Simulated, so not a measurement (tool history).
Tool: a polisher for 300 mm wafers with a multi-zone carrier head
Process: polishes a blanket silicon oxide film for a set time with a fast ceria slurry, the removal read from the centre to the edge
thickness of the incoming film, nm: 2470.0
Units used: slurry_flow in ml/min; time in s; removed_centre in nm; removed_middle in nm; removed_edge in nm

run  hour  slurry_flow  centre_zone  middle_zone  edge_zone  time  removed_centre  removed_middle  removed_edge
  1     0          145            1            1          1    30          603.28          592.88        582.13
  2   7.4          160         1.02         1.02       0.97    30          636.39          619.32        600.59
  3  15.1          170         1.05         1.05       0.93    29          630.95          613.31        570.64
  4  20.9          170          1.1         1.05       0.93    29          665.28          626.29        573.59
  5    22          150          1.1         1.05       0.93    29          651.91          601.91         556.3
  6  23.2          150         1.19         1.05       0.93    29          703.04          598.93        559.11
  7  28.4          160         1.18         1.07       0.92    29          707.64          622.55        556.34
  8  29.1          165         1.17         1.08       0.92    29          697.32          624.27        573.63
  9  30.5          170         1.17          1.1        0.9    29          705.54           638.6        569.08

Expected results for the next run?
 10  36.8          175         1.17         1.11       0.89    29               ?               ?             ?

{"run 10": {"removed_centre": 712.09, "removed_middle": 643.75, "removed_edge": 568.63}}
